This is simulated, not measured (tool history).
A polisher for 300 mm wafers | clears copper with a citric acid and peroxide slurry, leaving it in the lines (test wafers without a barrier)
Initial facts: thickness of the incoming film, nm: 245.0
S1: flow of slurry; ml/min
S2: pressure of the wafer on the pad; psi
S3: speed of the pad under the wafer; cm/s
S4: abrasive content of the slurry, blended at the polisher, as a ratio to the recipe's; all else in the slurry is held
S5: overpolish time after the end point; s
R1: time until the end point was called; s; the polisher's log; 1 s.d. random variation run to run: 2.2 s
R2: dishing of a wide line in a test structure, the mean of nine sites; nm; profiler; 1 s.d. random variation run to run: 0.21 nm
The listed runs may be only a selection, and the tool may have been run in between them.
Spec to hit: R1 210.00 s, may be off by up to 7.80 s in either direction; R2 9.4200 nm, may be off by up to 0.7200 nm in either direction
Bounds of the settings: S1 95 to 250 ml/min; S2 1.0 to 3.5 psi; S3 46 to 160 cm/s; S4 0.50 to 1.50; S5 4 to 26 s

run,hour,S1,S2,S3,S4,S5,R1,R2
1,0.0,160,2.2,102,1.00,13,145.13,15.2920
2,1.8,160,2.0,102,1.00,12,151.97,13.3430
3,10.7,175,2.0,102,1.00,12,151.57,13.3250
4,16.5,205,2.0,102,1.00,12,149.71,14.1950
5,19.4,205,1.6,102,1.00,12,166.94,12.7060
6,21.5,205,1.6,102,1.10,12,163.25,13.0130
7,29.9,200,1.5,100,1.10,12,172.75,11.8820
8,36.8,195,1.4,100,1.10,12,180.33,11.4990
9,41.1,190,1.3,100,1.10,12,191.36,11.5110
10,43.7,175,1.1,98,1.10,9,208.90,7.7249
11,51.8,175,1.1,98,1.10,10,214.26,8.6794

Below are 4 possible settings for the next run. Only one of them brings all results inside the allowed miss of their targets. Which is it?
A,59.9,155,1.0,106,1.00,13,?,?
B,59.9,200,1.0,110,0.80,11,?,?
C,59.9,220,1.1,94,1.20,9,?,?
D,59.9,230,1.3,92,1.05,8,?,?

move,R1,R2
A,213.16,10.8690
B,208.27,9.5452
C,208.06,7.9573
D,201.81,7.3464
A: takes the biggest miss from the last run beyond its target
B: every result lands within tolerance
C: its largest miss is bigger than the last run's
D: its largest miss is bigger than the last run's
So the answer is move B, the one that meets all the targets.
